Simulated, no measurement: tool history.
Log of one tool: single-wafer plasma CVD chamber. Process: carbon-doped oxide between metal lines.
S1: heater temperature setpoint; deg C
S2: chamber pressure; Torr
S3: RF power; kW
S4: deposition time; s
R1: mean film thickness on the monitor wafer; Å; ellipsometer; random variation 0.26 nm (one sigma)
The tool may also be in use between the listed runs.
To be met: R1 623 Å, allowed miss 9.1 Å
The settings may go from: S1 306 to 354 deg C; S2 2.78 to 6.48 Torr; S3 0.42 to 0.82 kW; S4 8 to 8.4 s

Run 1, hour 0: S1 330 deg C, S2 4.63 Torr, S3 0.62 kW, S4 8.4 s. Result: R1 523.91 Å.
Run 2, hour 5.1: S1 327 deg C, S2 4.86 Torr, S3 0.63 kW, S4 8.4 s. Result: R1 542.75 Å.
Run 3, hour 9.9: S1 324 deg C, S2 5.05 Torr, S3 0.635 kW, S4 8.4 s. Result: R1 554.5 Å.
Run 4, hour 13.8: S1 322 deg C, S2 5.23 Torr, S3 0.64 kW, S4 8.4 s. Result: R1 563.73 Å.
Run 5, hour 20.5: S1 316 deg C, S2 5.23 Torr, S3 0.64 kW, S4 8.4 s. Result: R1 573.96 Å.
Run 6, hour 24.6: S1 316 deg C, S2 5.65 Torr, S3 0.64 kW, S4 8.4 s. Result: R1 583.69 Å.
Run 7, hour 33.2: S1 315 deg C, S2 5.77 Torr, S3 0.645 kW, S4 8.4 s. Result: R1 589.67 Å.
Run 8, hour 35: S1 314 deg C, S2 5.86 Torr, S3 0.65 kW, S4 8.4 s. Result: R1 593.9 Å.
Run 9, hour 38.1: S1 313 deg C, S2 5.93 Torr, S3 0.655 kW, S4 8.4 s. Result: R1 602.61 Å.
Run 10, hour 40.5: S1 312 deg C, S2 5.98 Torr, S3 0.655 kW, S4 8.4 s. Result: R1 609.93 Å.
Run 11, hour 49.5: S1 311 deg C, S2 6 Torr, S3 0.655 kW, S4 8.4 s. Result: R1 609.65 Å.

Which of these 5 next moves meets every target?
Run A, hour 58.5: S1 313 deg C, S2 6.15 Torr, S3 0.7 kW, S4 8.2 s. Result: R1 ?.
Run B, hour 58.5: S1 310 deg C, S2 5.56 Torr, S3 0.645 kW, S4 8.4 s. Result: R1 ?.
Run C, hour 58.5: S1 307 deg C, S2 6.48 Torr, S3 0.63 kW, S4 8.2 s. Result: R1 ?.
Run D, hour 58.5: S1 318 deg C, S2 6.47 Torr, S3 0.67 kW, S4 8.3 s. Result: R1 ?.
Run E, hour 58.5: S1 317 deg C, S2 6.45 Torr, S3 0.69 kW, S4 8.1 s. Result: R1 ?.

move      R1
   A  620.12
   B  600.73
   C  592.65
   D  595.71
   E  597.02
A: meets every target
B: further off than the last run
C: further off than the last run
D: further off than the last run
E: further off than the last run
Answer: A
